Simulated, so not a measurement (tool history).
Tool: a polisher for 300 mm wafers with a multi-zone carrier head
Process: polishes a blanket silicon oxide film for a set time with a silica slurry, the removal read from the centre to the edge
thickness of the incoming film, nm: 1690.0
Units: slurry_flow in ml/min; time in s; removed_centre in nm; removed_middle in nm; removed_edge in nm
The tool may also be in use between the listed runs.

| run | hour | slurry_flow | centre_zone | middle_zone | edge_zone | slurry_solids | time | removed_centre | removed_middle | removed_edge |
|---|---|---|---|---|---|---|---|---|---|---|
| 1 | 0 | 155 | 1 | 1 | 1 | 1 | 37 | 186.32 | 181.55 | 174.21 |
| 2 | 8.4 | 155 | 1 | 1 | 1.07 | 1 | 37 | 192.92 | 180.69 | 181.59 |
| 3 | 15.7 | 160 | 0.98 | 1 | 1.09 | 1.05 | 37 | 191.13 | 185.02 | 188.83 |
| 4 | 20.2 | 160 | 0.98 | 1 | 1.09 | 0.95 | 37 | 184.63 | 175.09 | 176.83 |
| 5 | 22.7 | 160 | 0.98 | 1 | 1.04 | 0.95 | 37 | 180.15 | 175.07 | 172.08 |
| 6 | 31.4 | 160 | 0.97 | 1.01 | 1.05 | 1 | 37 | 187.65 | 178.93 | 179.76 |
| 7 | 32.9 | 150 | 0.95 | 1.03 | 1.05 | 1.05 | 37 | 192.11 | 190.79 | 187.05 |

Run 8 comes next. What will it give?
| 8 | 36.2 | 150 | 0.94 | 1.04 | 1.06 | 1.1 | 37 | ? | ? | ? |

{"run 8": {"removed_centre": 192.89, "removed_middle": 191.9, "removed_edge": 191.94}}

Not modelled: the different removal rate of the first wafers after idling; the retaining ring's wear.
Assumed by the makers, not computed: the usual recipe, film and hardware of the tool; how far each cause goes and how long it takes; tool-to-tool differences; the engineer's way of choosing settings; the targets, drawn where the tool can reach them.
